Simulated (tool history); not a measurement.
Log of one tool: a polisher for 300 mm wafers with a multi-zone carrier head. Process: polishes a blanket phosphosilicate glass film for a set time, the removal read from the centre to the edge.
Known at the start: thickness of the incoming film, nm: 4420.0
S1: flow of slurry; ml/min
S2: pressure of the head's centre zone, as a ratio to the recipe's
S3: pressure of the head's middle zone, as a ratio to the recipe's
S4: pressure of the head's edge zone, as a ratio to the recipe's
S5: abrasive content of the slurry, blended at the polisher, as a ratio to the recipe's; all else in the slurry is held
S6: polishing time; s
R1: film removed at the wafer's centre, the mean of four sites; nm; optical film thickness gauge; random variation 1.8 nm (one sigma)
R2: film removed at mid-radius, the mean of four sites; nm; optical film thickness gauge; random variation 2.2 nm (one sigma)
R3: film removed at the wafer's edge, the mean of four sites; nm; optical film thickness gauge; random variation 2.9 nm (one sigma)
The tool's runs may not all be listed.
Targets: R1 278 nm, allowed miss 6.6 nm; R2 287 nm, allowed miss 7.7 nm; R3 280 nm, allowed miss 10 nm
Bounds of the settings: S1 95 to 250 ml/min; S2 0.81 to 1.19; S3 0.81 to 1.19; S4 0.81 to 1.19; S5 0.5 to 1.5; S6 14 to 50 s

run  hour   S1    S2    S3    S4    S5  S6      R1      R2      R3
  1     0  160     1     1     1     1  32  273.22  314.35  304.49
  2   2.5  160     1     1     1  1.15  32  289.99  324.86  323.03
  3   7.5  160     1     1  0.94  1.15  32  288.36     328  315.03
  4  10.3  195     1     1  0.94  1.15  32  297.63  335.61  319.78
  5    18  195     1     1  0.94  1.15  26  243.83  277.29  258.85
  6    22  200  1.02     1  0.96  1.15  26  248.01  279.21  269.73
  7    26  205  1.04     1  0.95  1.15  26  252.48  279.33   261.8
  8  31.8  210  1.06     1  0.97  1.15  26  261.49  277.75   267.6
  9  33.3  215  1.07     1  0.98  1.15  26  265.53     276  270.72
 10  38.9  220  1.07  1.01  0.98  1.15  26  264.41  283.47  267.44
 11  46.4  220  1.08  1.01  0.99  1.15  26  265.23  278.76   268.8
 12    55  220  1.08  1.01     1  1.15  26  266.56   280.2  272.11
 13  63.3  225  1.09  1.01  1.01  1.15  26  271.53  286.56  277.06

Which of these 5 next moves meets every target?
  A  71.6  215  1.07  1.03  1.02  1.15  26   ?   ?   ?
  B  71.6  210  1.15  1.01  0.92  1.15  26   ?   ?   ?
  C  71.6  195  1.04  0.97  1.05  1.15  27   ?   ?   ?
  D  71.6  250  1.05  1.06  1.03  0.95  28   ?   ?   ?
  E  71.6  245  1.11  1.01  1.03   0.9  29   ?   ?   ?

move      R1      R2      R3
   A  265.62  286.47  272.58
   B  284.42   280.8  258.98
   C  263.96  279.01  284.48
   D  262.57  295.02  273.83
   E  279.07   284.8  275.83
A: further off than the last run
B: brings the result that was furthest off to its target, and leaves another outside
C: further off than the last run
D: further off than the last run
E: meets every target
Move E is the one to make.

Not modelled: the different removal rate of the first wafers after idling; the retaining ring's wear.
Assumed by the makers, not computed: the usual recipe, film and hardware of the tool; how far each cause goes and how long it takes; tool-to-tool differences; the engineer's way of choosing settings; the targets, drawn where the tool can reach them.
